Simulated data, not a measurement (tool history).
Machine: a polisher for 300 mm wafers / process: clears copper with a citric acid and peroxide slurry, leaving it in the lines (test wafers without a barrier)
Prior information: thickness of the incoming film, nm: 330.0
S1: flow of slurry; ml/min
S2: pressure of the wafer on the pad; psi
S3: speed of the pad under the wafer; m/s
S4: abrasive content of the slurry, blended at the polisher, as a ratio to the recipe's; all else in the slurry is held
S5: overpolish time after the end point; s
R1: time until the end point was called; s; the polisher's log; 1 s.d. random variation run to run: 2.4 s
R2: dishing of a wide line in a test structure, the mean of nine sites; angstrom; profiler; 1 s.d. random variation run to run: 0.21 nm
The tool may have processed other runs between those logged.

| run | hour | S1 | S2 | S3 | S4 | S5 | R1 | R2 |
|---|---|---|---|---|---|---|---|---|
| 1 | 0.0 | 295 | 3.8 | 1.30 | 1.00 | 30 | 100.340 | 556.72 |
| 2 | 2.9 | 295 | 3.8 | 1.30 | 1.15 | 30 | 97.278 | 562.52 |
| 3 | 8.4 | 330 | 3.8 | 1.30 | 1.15 | 30 | 95.202 | 573.18 |
| 4 | 9.8 | 305 | 3.1 | 1.18 | 1.25 | 23 | 120.550 | 372.62 |
| 5 | 10.5 | 305 | 3.1 | 1.18 | 1.45 | 23 | 118.060 | 390.38 |
| 6 | 17.8 | 365 | 3.1 | 1.18 | 1.45 | 23 | 113.500 | 403.49 |
| 7 | 20.6 | 300 | 2.6 | 1.20 | 1.10 | 18 | 135.000 | 284.82 |
| 8 | 27.3 | 255 | 2.3 | 1.20 | 0.90 | 15 | 152.200 | 211.54 |
| 9 | 28.5 | 175 | 1.8 | 1.28 | 0.65 | 9 | 180.400 | 108.11 |
| 10 | 31.3 | 195 | 1.8 | 1.28 | 0.65 | 9 | 178.360 | 112.53 |
| 11 | 33.7 | 210 | 1.8 | 1.28 | 0.65 | 9 | 175.190 | 115.10 |
| 12 | 40.3 | 220 | 1.9 | 1.28 | 0.65 | 13 | 166.430 | 162.73 |

For run 13, what comes out?
| 13 | 45.5 | 205 | 1.9 | 1.28 | 0.65 | 12 | ? | ? |

{"run 13": {"R1": 170.43, "R2": 152.05}}
